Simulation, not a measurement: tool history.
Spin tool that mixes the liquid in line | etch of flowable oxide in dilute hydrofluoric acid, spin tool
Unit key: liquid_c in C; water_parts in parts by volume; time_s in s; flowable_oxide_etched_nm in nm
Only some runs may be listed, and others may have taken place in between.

run	hour	liquid_c	water_parts	time_s	flowable_oxide_etched_nm
1	0	21	150	300	56.377
2	8.3	22	150	300	58.4
3	11.9	22.5	150	300	59.333
4	18.2	19.5	150	300	52.647
5	23.9	19.5	150	320	56.413
6	31.7	20	150	320	57.714
7	33.8	20.5	150	320	58.658
8	37.2	21	150	320	60.194
9	45.2	21	150	320	59.713
10	47	21.5	150	320	60.883

Forecast run 11:
11	48.8	22	150	320	?

flowable_oxide_etched_nm: 62.613 nm
